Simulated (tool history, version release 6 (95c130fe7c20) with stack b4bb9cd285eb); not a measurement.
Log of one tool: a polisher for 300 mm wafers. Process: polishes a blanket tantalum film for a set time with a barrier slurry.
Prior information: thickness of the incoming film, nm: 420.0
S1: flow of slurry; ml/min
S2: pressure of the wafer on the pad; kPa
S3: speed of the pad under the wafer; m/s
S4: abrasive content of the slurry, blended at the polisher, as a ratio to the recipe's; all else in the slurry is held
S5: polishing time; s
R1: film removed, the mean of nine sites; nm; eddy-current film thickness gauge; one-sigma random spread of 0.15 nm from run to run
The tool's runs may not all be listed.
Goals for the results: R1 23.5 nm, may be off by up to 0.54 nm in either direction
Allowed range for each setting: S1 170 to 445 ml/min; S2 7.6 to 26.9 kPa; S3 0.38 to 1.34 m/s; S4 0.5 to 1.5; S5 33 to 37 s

| run | hour | S1 | S2 | S3 | S4 | S5 | R1 |
|---|---|---|---|---|---|---|---|
| 1 | 0 | 285 | 17.2 | 0.86 | 1 | 37 | 54.263 |
| 2 | 5.5 | 280 | 15.2 | 0.82 | 1 | 37 | 46.823 |
| 3 | 13.2 | 280 | 13.8 | 0.78 | 1 | 37 | 41.801 |
| 4 | 21.6 | 280 | 13.8 | 0.58 | 1 | 37 | 31.31 |
| 5 | 22.6 | 280 | 13.8 | 0.58 | 0.9 | 37 | 30.552 |
| 6 | 26 | 280 | 13.1 | 0.58 | 0.9 | 37 | 29.429 |
| 7 | 33.3 | 280 | 12.4 | 0.58 | 0.9 | 37 | 28.077 |
| 8 | 34.9 | 265 | 9 | 0.58 | 0.9 | 37 | 22.246 |
| 9 | 36.2 | 275 | 9 | 0.58 | 0.9 | 37 | 22.471 |

Exactly one of the 4 candidate moves below puts every result within its allowed miss. Which one?
| A | 37.5 | 370 | 15.2 | 0.44 | 0.65 | 36 | ? |
| B | 37.5 | 305 | 9.7 | 0.62 | 0.9 | 36 | ? |
| C | 37.5 | 245 | 9.7 | 0.62 | 0.9 | 36 | ? |
| D | 37.5 | 275 | 8.3 | 0.62 | 0.85 | 35 | ? |

| move | R1 |
|---|---|
| A | 23.289 |
| B | 24.789 |
| C | 24.319 |
| D | 21.304 |
A: all results in spec
B: the result that was furthest off in the last run now lies on the other side of its target
C: the result that was furthest off in the last run now lies on the other side of its target
D: misses by more than the last run did
So the answer is move A, the one that meets all the targets.
